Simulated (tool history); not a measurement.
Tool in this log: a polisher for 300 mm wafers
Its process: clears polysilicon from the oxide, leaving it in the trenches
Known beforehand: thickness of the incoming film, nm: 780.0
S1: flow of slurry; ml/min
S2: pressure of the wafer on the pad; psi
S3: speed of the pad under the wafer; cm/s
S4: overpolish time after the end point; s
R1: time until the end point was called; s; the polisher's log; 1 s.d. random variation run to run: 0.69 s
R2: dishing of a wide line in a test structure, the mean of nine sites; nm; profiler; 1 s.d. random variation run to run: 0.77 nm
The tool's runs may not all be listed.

Run 1, hour 0: S1 140 ml/min, S2 2.5 psi, S3 94 cm/s, S4 10 s. Result: R1 74.548 s, R2 38.667 nm.
Run 2, hour 8.2: S1 140 ml/min, S2 2.7 psi, S3 94 cm/s, S4 8 s. Result: R1 69.739 s, R2 36.201 nm.
Run 3, hour 8.9: S1 140 ml/min, S2 2.7 psi, S3 94 cm/s, S4 6 s. Result: R1 72.146 s, R2 33.835 nm.
Run 4, hour 15.7: S1 125 ml/min, S2 2.7 psi, S3 94 cm/s, S4 6 s. Result: R1 68.807 s, R2 33.703 nm.
Run 5, hour 24.7: S1 125 ml/min, S2 2.7 psi, S3 94 cm/s, S4 3 s. Result: R1 69.351 s, R2 24.282 nm.
Run 6, hour 27.2: S1 125 ml/min, S2 2.7 psi, S3 94 cm/s, S4 3 s. Result: R1 71.725 s, R2 23.722 nm.

Forecast run 7:
Run 7, hour 34.1: S1 125 ml/min, S2 2.9 psi, S3 94 cm/s, S4 3 s. Result: R1 ?, R2 ?.

{"run 7": {"R1": 67.286, "R2": 25.507}}
